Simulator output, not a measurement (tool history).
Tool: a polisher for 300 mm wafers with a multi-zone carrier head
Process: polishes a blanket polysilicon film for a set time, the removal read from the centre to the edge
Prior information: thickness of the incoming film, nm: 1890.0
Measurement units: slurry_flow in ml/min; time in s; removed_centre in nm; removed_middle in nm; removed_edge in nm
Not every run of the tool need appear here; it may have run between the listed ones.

run 1 day=0 | slurry_flow=320 centre_zone=1 middle_zone=1 edge_zone=1 time=37 | removed_centre=287.11 removed_middle=282.28 removed_edge=284.57
run 2 day=0.279 | slurry_flow=320 centre_zone=1 middle_zone=0.96 edge_zone=1 time=37 | removed_centre=291.79 removed_middle=275.95 removed_edge=290.46
run 3 day=0.408 | slurry_flow=315 centre_zone=0.99 middle_zone=0.95 edge_zone=0.99 time=37 | removed_centre=284.82 removed_middle=270.33 removed_edge=283.29
run 4 day=0.458 | slurry_flow=315 centre_zone=0.99 middle_zone=0.99 edge_zone=0.99 time=37 | removed_centre=288.64 removed_middle=277.29 removed_edge=284.36
run 5 day=0.729 | slurry_flow=270 centre_zone=0.99 middle_zone=0.99 edge_zone=0.99 time=37 | removed_centre=283.13 removed_middle=279.48 removed_edge=279.72
run 6 day=0.758 | slurry_flow=270 centre_zone=0.98 middle_zone=0.98 edge_zone=0.98 time=37 | removed_centre=282.35 removed_middle=272.25 removed_edge=279.58
run 7 day=0.892 | slurry_flow=270 centre_zone=0.97 middle_zone=0.97 edge_zone=0.97 time=37 | removed_centre=272.23 removed_middle=266.74 removed_edge=273.44

Estimate the outcome of run 8 from the log above:
run 8 day=1.042 | slurry_flow=270 centre_zone=0.96 middle_zone=0.96 edge_zone=0.96 time=37 | removed_centre=? removed_middle=? removed_edge=?

{"run 8": {"removed_centre": 275, "removed_middle": 268.31, "removed_edge": 280.22}}
